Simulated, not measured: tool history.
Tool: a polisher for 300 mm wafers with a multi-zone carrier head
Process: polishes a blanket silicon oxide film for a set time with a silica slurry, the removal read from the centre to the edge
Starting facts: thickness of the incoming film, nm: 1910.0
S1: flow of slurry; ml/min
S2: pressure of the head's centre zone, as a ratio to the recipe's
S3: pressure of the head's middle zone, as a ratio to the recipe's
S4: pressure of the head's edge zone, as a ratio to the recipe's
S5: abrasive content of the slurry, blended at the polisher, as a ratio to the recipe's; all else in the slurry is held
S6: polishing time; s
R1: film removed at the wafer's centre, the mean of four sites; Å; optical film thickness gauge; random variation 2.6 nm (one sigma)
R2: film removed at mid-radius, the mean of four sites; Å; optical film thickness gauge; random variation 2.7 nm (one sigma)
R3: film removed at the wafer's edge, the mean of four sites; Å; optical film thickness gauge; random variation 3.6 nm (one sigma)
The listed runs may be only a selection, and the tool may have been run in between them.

run 1 hour=0.0 | S1=130 S2=1.00 S3=1.00 S4=1.00 S5=1.00 S6=71 | R1=4060.9 R2=3556.6 R3=3538.0
run 2 hour=7.5 | S1=130 S2=1.03 S3=1.00 S4=1.00 S5=1.00 S6=71 | R1=4137.7 R2=3485.3 R3=3507.0
run 3 hour=10.2 | S1=130 S2=1.03 S3=1.00 S4=1.00 S5=0.90 S6=71 | R1=3864.0 R2=3341.8 R3=3267.4
run 4 hour=13.9 | S1=120 S2=1.00 S3=0.95 S4=1.00 S5=0.80 S6=71 | R1=3325.9 R2=2907.1 R3=2957.9
run 5 hour=15.6 | S1=110 S2=0.98 S3=0.92 S4=0.98 S5=0.80 S6=71 | R1=3248.3 R2=2738.2 R3=2929.9
run 6 hour=24.1 | S1=105 S2=0.95 S3=0.91 S4=0.96 S5=0.75 S6=71 | R1=2906.9 R2=2612.3 R3=2765.5
run 7 hour=29.5 | S1=100 S2=0.95 S3=0.90 S4=0.95 S5=0.75 S6=71 | R1=2849.3 R2=2533.6 R3=2706.7
run 8 hour=37.7 | S1=95 S2=0.95 S3=0.90 S4=0.94 S5=0.75 S6=71 | R1=2798.4 R2=2489.5 R3=2700.1
run 9 hour=38.5 | S1=85 S2=0.95 S3=0.90 S4=0.89 S5=0.70 S6=71 | R1=2523.9 R2=2265.5 R3=2349.9
-- hour=43.8 centre zone pressure recalibrated
run 10 hour=43.8 | S1=90 S2=0.94 S3=0.89 S4=0.90 S5=0.70 S6=71 | R1=2295.3 R2=2336.4 R3=2429.9
run 11 hour=45.8 | S1=95 S2=0.96 S3=0.88 S4=0.91 S5=0.70 S6=71 | R1=2396.4 R2=2346.4 R3=2500.9

Run 12, settings as shown, results not yet in. Your forecast:
run 12 hour=51.3 | S1=95 S2=0.96 S3=0.89 S4=0.92 S5=0.70 S6=71 | R1=? R2=? R3=?

R1: 2407.2 Å
R2: 2353.2 Å
R3: 2493.7 Å

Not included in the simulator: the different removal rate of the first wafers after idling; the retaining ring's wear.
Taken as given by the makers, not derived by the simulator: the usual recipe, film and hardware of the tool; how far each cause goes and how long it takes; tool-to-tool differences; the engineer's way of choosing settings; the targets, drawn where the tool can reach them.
